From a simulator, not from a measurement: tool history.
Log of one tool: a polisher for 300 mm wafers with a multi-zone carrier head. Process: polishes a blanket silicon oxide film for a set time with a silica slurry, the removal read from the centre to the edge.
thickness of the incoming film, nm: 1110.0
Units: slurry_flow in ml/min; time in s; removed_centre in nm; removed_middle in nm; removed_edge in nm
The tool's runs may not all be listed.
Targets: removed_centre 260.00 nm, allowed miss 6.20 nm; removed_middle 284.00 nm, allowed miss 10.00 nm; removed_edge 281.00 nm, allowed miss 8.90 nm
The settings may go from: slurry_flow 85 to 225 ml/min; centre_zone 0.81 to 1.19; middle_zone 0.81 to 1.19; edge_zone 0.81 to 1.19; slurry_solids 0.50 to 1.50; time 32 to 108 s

run	hour	slurry_flow	centre_zone	middle_zone	edge_zone	slurry_solids	time	removed_centre	removed_middle	removed_edge
1	0.0	145	1.00	1.00	1.00	1.00	70	264.03	273.06	276.49
2	7.1	145	1.00	1.00	1.00	1.00	58	221.51	220.60	228.98
3	9.4	145	1.00	1.00	1.08	1.00	58	220.29	226.03	238.46
4	13.0	145	1.00	0.94	1.08	1.00	58	218.68	212.26	236.57
5	15.1	175	1.00	0.94	1.08	1.00	58	237.24	224.45	249.49
6	20.0	205	1.00	0.94	1.08	1.00	58	244.37	228.74	252.41
7	24.5	205	1.00	0.98	1.10	1.05	58	249.95	243.50	262.04
8	27.5	210	1.00	1.01	1.12	1.05	58	245.89	250.37	265.31
9	30.5	215	1.01	1.04	1.12	1.10	58	261.62	266.52	272.08
10	36.4	220	0.97	1.10	1.17	1.10	58	254.05	279.89	280.76
11	39.4	220	0.98	1.11	1.17	1.10	58	252.51	282.31	279.03
# hour 40.8: slurry nozzle cleaned
12	40.8	220	0.99	1.11	1.17	1.10	58	268.87	293.03	289.03

4 next moves are on the table. One of them brings every result within its allowed miss. Which?
A	42.2	215	0.91	1.14	1.15	1.05	60	?	?	?
B	42.2	185	1.05	1.14	1.10	1.05	61	?	?	?
C	42.2	185	0.98	1.07	1.19	0.95	68	?	?	?
D	42.2	220	0.97	1.08	1.14	0.90	63	?	?	?

move	removed_centre	removed_middle	removed_edge
A	246.44	300.29	291.17
B	282.14	298.19	284.48
C	278.12	298.66	313.50
D	254.67	277.73	280.89
A: takes the result that was furthest off past its target
B: further off than the last run
C: further off than the last run
D: meets every target
The right move is D.
